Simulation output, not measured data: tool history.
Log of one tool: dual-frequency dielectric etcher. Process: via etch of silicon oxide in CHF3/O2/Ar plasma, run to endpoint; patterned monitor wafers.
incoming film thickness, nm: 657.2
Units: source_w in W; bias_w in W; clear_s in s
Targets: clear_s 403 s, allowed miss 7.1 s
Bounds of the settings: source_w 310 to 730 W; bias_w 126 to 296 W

Run 1, hour 0: source_w 520 W, bias_w 211 W. Result: clear_s 368.19 s.
Run 2, hour 3.2: source_w 520 W, bias_w 194 W. Result: clear_s 379.75 s.
Run 3, hour 11.1: source_w 520 W, bias_w 222 W. Result: clear_s 358.43 s.
Run 4, hour 18.5: source_w 570 W, bias_w 222 W. Result: clear_s 348.49 s.
Run 5, hour 20.4: source_w 510 W, bias_w 218 W. Result: clear_s 363.49 s.
Run 6, hour 23.8: source_w 460 W, bias_w 215 W. Result: clear_s 386.24 s.
Run 7, hour 32.2: source_w 450 W, bias_w 214 W. Result: clear_s 392.55 s.
Run 8, hour 35.6: source_w 440 W, bias_w 214 W. Result: clear_s 392.05 s.
Run 9, hour 40.2: source_w 430 W, bias_w 214 W. Result: clear_s 391.75 s.

Which of these 5 next moves meets every target?
Run A, hour 44.8: source_w 390 W, bias_w 198 W. Result: clear_s ?.
Run B, hour 44.8: source_w 430 W, bias_w 174 W. Result: clear_s ?.
Run C, hour 44.8: source_w 400 W, bias_w 203 W. Result: clear_s ?.
Run D, hour 44.8: source_w 420 W, bias_w 206 W. Result: clear_s ?.
Run E, hour 44.8: source_w 460 W, bias_w 166 W. Result: clear_s ?.

move  clear_s
   A   424.79
   B   424.85
   C   416.81
   D   406.34
   E   419.03
A: takes the result that was furthest off past its target
B: takes the result that was furthest off past its target
C: takes the result that was furthest off past its target
D: meets every target
E: takes the result that was furthest off past its target
Move D is the one to make.
